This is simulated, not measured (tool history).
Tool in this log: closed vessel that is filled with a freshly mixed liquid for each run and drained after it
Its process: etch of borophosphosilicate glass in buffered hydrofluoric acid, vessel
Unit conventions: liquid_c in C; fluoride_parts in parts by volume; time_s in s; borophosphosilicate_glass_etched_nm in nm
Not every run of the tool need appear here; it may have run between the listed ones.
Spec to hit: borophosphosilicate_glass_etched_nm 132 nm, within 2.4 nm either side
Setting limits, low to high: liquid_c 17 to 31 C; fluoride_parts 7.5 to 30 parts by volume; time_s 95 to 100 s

run  hour  liquid_c  fluoride_parts  time_s  borophosphosilicate_glass_etched_nm
  1     0        23              22      95                               77.941
  2   8.8        23              22      95                               78.045
  3  15.1        23              22      95                               77.542
  4  24.3        25            21.5      95                               87.779
  5  33.2      26.5              21      95                               96.607
  6  41.3      23.5              21      95                                82.65
  7  44.9      25.5            20.5      95                               94.264
  8  49.1        27              20      95                               102.95
  9    51        28            19.5      95                               112.45
 10  53.6      28.5            19.5      95                                115.4
 11  56.3        29            19.5      95                               117.56
 12  61.9      29.5            19.5      95                               120.96
 13    67        30            19.5      95                               124.68
 14  68.5      30.5            19.5      95                               127.77

Next run, 4 choices. One meets every target within its allowed miss, the rest don't. Which?
  A    70      23.5              13      95                                    ?
  B    70      30.5              18      95                                    ?
  C    70        31              21      95                                    ?
  D    70      30.5              19     100                                    ?

move  borophosphosilicate_glass_etched_nm
   A                               131.56
   B                               138.46
   C                                123.9
   D                               138.19
A: hits every target within its allowed miss
B: pushes the last run's worst result past its target
C: the biggest miss grows against the last run
D: pushes the last run's worst result past its target
Move A is the one to make.
